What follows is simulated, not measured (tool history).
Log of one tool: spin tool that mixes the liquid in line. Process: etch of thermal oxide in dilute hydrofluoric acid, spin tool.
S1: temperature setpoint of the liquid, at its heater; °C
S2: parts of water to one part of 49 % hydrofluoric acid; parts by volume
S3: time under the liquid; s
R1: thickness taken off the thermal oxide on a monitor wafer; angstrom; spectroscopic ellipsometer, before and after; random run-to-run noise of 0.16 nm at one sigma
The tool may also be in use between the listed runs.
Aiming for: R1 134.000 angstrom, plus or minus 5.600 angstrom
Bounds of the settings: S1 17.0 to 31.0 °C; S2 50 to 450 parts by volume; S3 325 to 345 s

run 1 day=0.000 | S1=23.0 S2=250 S3=325 | R1=50.485
run 2 day=0.208 | S1=20.5 S2=250 S3=325 | R1=45.820
run 3 day=0.275 | S1=18.5 S2=250 S3=325 | R1=42.417
run 4 day=0.588 | S1=20.0 S2=230 S3=325 | R1=50.539
run 5 day=0.646 | S1=20.0 S2=230 S3=325 | R1=49.671
run 6 day=0.917 | S1=20.0 S2=230 S3=345 | R1=52.732
run 7 day=1.038 | S1=21.0 S2=215 S3=345 | R1=59.335
-- day=1.075 thermometer replaced
run 8 day=1.075 | S1=25.0 S2=115 S3=345 | R1=152.940
run 9 day=1.196 | S1=24.5 S2=115 S3=345 | R1=151.880
run 10 day=1.388 | S1=24.0 S2=115 S3=345 | R1=149.860
run 11 day=1.575 | S1=23.0 S2=115 S3=345 | R1=144.690

5 candidate next runs follow, results not yet known. Just one meets every target within its allowed miss. Identify it.
run A day=1.762 | S1=28.5 S2=135 S3=345 | R1=?
run B day=1.762 | S1=25.0 S2=140 S3=345 | R1=?
run C day=1.762 | S1=22.5 S2=125 S3=340 | R1=?
run D day=1.762 | S1=24.0 S2=135 S3=335 | R1=?
run E day=1.762 | S1=23.0 S2=115 S3=325 | R1=?

move=A R1=147.520
move=B R1=123.970
move=C R1=126.380
move=D R1=120.850
move=E R1=135.480
A: the biggest miss grows against the last run
B: moves the result that the last run missed by most past its target, out the other side
C: moves the result that the last run missed by most past its target, out the other side
D: moves the result that the last run missed by most past its target, out the other side
E: all results land within tolerance of their targets
Correct choice: E, which meets every target
